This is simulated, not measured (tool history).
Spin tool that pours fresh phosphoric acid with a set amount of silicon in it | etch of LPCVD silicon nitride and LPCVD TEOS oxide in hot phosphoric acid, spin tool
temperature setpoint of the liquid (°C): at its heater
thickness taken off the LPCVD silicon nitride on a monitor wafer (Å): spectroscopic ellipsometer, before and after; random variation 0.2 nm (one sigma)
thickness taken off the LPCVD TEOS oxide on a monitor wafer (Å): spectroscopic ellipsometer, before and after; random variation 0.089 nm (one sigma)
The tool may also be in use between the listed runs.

| run | hour | temperature setpoint of the liquid (°C) | silicon dissolved in the acid as it is poured (mg a litre) | time under the liquid (s) | thickness taken off the LPCVD silicon nitride on a monitor wafer (Å) | thickness taken off the LPCVD TEOS oxide on a monitor wafer (Å) |
|---|---|---|---|---|---|---|
| 1 | 0 | 159 | 29.5 | 180 | 143.64 | 2.1297 |
| 2 | 5 | 160.5 | 26 | 215 | 181.25 | 4.0967 |
| 3 | 7.6 | 160.5 | 18.5 | 215 | 178.82 | 4.8812 |
| 4 | 12.3 | 161.5 | 22.5 | 240 | 209.43 | 6.0311 |
| 5 | 20.6 | 163.5 | 22.5 | 240 | 222.38 | 7.0869 |
| 6 | 24.8 | 163.5 | 36.5 | 240 | 221.66 | 3.7057 |
| 7 | 27.9 | 164 | 24.5 | 295 | 276.91 | 6.9883 |

The next listed run, before its measurement:
| 8 | 34.2 | 164 | 23.5 | 300 | ? | ? |

thickness taken off the LPCVD silicon nitride on a monitor wafer (Å): 282.36
thickness taken off the LPCVD TEOS oxide on a monitor wafer (Å): 8.1502
